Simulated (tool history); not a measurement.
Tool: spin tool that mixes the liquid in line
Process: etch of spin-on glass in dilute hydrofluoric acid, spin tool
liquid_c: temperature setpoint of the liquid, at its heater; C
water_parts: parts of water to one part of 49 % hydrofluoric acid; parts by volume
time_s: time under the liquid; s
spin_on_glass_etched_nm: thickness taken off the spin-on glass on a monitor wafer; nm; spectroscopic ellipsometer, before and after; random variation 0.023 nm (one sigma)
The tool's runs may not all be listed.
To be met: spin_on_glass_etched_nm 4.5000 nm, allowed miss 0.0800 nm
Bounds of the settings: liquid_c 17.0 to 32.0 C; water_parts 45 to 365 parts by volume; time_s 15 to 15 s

| run | day | liquid_c | water_parts | time_s | spin_on_glass_etched_nm |
|---|---|---|---|---|---|
| 1 | 0.000 | 24.0 | 205 | 15 | 2.6669 |
| 2 | 0.325 | 24.0 | 155 | 15 | 3.7330 |
| 3 | 0.533 | 24.0 | 155 | 15 | 3.7381 |
| 4 | 0.617 | 20.5 | 155 | 15 | 3.2717 |
| 5 | 0.675 | 23.0 | 155 | 15 | 3.5758 |
| 6 | 0.938 | 25.0 | 155 | 15 | 3.8782 |
|  | 1.250 | thermometer replaced |
| 7 | 1.250 | 29.0 | 155 | 15 | 4.9187 |
| 8 | 1.388 | 28.5 | 155 | 15 | 4.8729 |
| 9 | 1.675 | 28.0 | 155 | 15 | 4.7381 |

Which of these 4 next moves meets every target?
| A | 1.962 | 27.5 | 155 | 15 | ? |
| B | 1.962 | 29.0 | 150 | 15 | ? |
| C | 1.962 | 29.5 | 155 | 15 | ? |
| D | 1.962 | 28.5 | 165 | 15 | ? |

| move | spin_on_glass_etched_nm |
|---|---|
| A | 4.7052 |
| B | 5.1683 |
| C | 5.0602 |
| D | 4.5277 |
A: nearer than the last run, and not there yet
B: further off than the last run
C: further off than the last run
D: meets every target
Answer: D

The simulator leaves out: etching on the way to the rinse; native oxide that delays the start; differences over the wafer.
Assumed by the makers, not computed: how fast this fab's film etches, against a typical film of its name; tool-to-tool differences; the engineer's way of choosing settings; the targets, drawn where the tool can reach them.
